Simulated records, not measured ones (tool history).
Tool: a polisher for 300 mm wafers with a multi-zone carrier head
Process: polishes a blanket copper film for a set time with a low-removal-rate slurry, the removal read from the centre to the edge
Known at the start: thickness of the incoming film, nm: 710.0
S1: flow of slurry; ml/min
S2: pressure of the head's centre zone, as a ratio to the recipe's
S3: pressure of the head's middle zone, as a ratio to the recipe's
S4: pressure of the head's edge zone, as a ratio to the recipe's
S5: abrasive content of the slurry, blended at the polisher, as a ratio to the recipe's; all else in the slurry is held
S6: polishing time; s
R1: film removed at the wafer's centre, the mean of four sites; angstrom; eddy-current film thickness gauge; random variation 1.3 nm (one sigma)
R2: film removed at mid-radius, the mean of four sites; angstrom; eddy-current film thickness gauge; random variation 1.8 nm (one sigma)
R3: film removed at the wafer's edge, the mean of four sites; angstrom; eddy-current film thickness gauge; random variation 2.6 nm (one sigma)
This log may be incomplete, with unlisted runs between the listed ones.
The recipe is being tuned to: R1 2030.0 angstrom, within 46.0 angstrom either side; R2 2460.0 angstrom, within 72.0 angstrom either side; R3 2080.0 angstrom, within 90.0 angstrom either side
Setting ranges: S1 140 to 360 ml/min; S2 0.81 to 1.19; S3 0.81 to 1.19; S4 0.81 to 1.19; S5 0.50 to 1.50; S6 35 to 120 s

run  hour   S1    S2    S3    S4    S5  S6      R1      R2      R3
  1   0.0  230  1.00  1.00  1.00  1.00  77  2114.2  2101.4  2061.6
  2   2.3  230  1.00  0.97  1.00  1.00  77  2128.1  2052.4  2045.6
  3   3.3  230  1.00  0.97  0.94  1.00  77  2093.1  2062.3  2027.0
  4   8.3  230  1.00  0.97  1.02  1.00  77  2119.5  2029.0  2097.8
  5  14.7  230  1.04  0.97  1.02  1.00  77  2204.7  2061.7  2101.0
  6  22.4  230  1.04  0.97  1.02  1.00  89  2560.0  2403.9  2383.6
  7  30.4  220  1.00  1.00  0.98  0.95  89  2423.2  2421.6  2376.9
  8  34.0  235  0.98  1.03  0.94  0.85  88  2327.0  2408.7  2251.1
  9  36.0  225  0.96  1.05  0.91  0.80  88  2258.9  2416.6  2218.9
 10  42.7  195  0.88  1.14  0.81  0.65  87  1946.0  2431.3  1973.8
 11  48.9  200  0.88  1.14  0.82  0.65  87  1946.2  2448.9  2004.5

Consider the 5 candidate settings below. Which is the only one whose results all fall within their allowed miss of target?
  A  55.1  180  0.95  1.03  0.84  0.65  89   ?   ?   ?
  B  55.1  250  0.90  1.14  0.88  0.75  85   ?   ?   ?
  C  55.1  225  1.01  1.15  0.81  0.65  82   ?   ?   ?
  D  55.1  210  0.91  1.05  0.88  0.60  87   ?   ?   ?
  E  55.1  230  0.95  1.05  0.89  0.50  88   ?   ?   ?

move      R1      R2      R3
   A  2119.8  2288.2  2069.8
   B  2043.1  2496.8  2111.8
   C  2147.2  2353.0  1917.9
   D  2012.0  2294.7  2074.7
   E  2109.9  2301.0  2084.9
A: takes the biggest miss from the last run beyond its target
B: all results in spec
C: takes the biggest miss from the last run beyond its target
D: meets the target for the result that was furthest off, but another lies outside its allowed miss
E: takes the biggest miss from the last run beyond its target
Move B is the one to make.
